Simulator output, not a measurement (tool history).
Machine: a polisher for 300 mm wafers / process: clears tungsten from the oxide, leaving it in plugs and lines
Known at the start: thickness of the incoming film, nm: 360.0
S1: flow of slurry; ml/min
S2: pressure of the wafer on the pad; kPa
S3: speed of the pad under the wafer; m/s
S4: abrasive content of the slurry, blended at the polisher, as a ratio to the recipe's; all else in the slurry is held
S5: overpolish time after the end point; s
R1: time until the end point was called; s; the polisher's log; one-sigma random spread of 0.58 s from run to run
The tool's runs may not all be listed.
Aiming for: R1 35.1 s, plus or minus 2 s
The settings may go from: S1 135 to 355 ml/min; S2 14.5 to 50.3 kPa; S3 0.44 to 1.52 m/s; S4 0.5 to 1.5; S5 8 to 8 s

run	hour	S1	S2	S3	S4	S5	R1
1	0	225	32.4	0.98	1	8	62.27
2	0.9	225	37.2	1	1	8	56.51
3	6.6	225	33.1	1	1	8	57.681
4	13.9	225	27.6	1	1	8	65.376
5	20.6	225	27.6	1	1	8	66.004
6	28.7	225	33.1	1.08	1	8	55.346
7	33	225	37.2	1.14	1	8	48.238
8	36.6	225	40	1.18	1	8	44.305
9	43.3	225	42.7	1.2	1	8	41.58
10	44.5	225	44.8	1.22	1	8	39.186
11	52.4	225	46.2	1.22	1	8	38.271
12	56.8	225	46.9	1.22	1	8	38.539

Exactly one of the 4 candidate moves below puts every result within its allowed miss. Which one?
A	61.2	245	44.8	1.2	0.95	8	?
B	61.2	220	50.3	1.44	1.05	8	?
C	61.2	245	42.1	1.08	0.95	8	?
D	61.2	195	40.7	1.48	1.05	8	?

move	R1
A	39.763
B	30.461
C	46.14
D	35.461
A: lands further from the targets than the last run did
B: carries the result that was furthest off beyond its target, to the other side
C: lands further from the targets than the last run did
D: meets every target
Correct choice: D, which meets every target

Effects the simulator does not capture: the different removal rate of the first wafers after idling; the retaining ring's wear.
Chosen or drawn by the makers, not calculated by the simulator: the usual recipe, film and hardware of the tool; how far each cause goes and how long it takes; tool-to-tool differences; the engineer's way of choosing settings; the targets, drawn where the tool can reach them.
